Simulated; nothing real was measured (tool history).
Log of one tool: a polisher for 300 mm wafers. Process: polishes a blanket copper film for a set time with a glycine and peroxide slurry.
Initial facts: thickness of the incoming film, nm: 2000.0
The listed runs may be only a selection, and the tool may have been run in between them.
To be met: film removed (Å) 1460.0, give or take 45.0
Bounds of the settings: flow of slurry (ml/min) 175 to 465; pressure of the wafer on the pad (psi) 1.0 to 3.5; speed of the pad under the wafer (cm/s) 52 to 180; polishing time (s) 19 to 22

run,hour,flow of slurry (ml/min),pressure of the wafer on the pad (psi),speed of the pad under the wafer (cm/s),polishing time (s),film removed (Å)
1,0.0,295,2.2,116,22,1149.6
2,1.8,240,2.2,116,22,1117.7
3,8.2,250,2.3,116,22,1152.1
4,13.6,250,2.0,116,22,1050.8
5,21.5,250,2.0,116,22,1049.1
6,22.2,260,2.2,116,22,1134.3
7,24.7,270,2.3,116,22,1167.8
8,32.0,275,2.4,116,22,1217.3
9,36.4,285,2.5,116,22,1248.7
10,44.7,290,2.6,116,22,1299.3
11,51.2,295,2.7,116,22,1368.8
12,53.3,300,2.7,116,22,1340.6

Next run, 5 choices. One meets every target within its allowed miss, the rest don't. Which?
A,55.4,340,2.9,142,21,?
B,55.4,290,3.0,118,22,?
C,55.4,315,2.8,114,22,?
D,55.4,300,2.8,104,21,?
E,55.4,280,2.8,114,22,?

move,film removed (Å)
A,1560.1
B,1475.3
C,1375.0
D,1238.3
E,1361.8
A: moves the result that the last run missed by most past its target, out the other side
B: every result within its allowed miss
C: closer than the last run, but not yet in spec
D: misses by more than the last run did
E: closer than the last run, but not yet in spec
B meets every target.
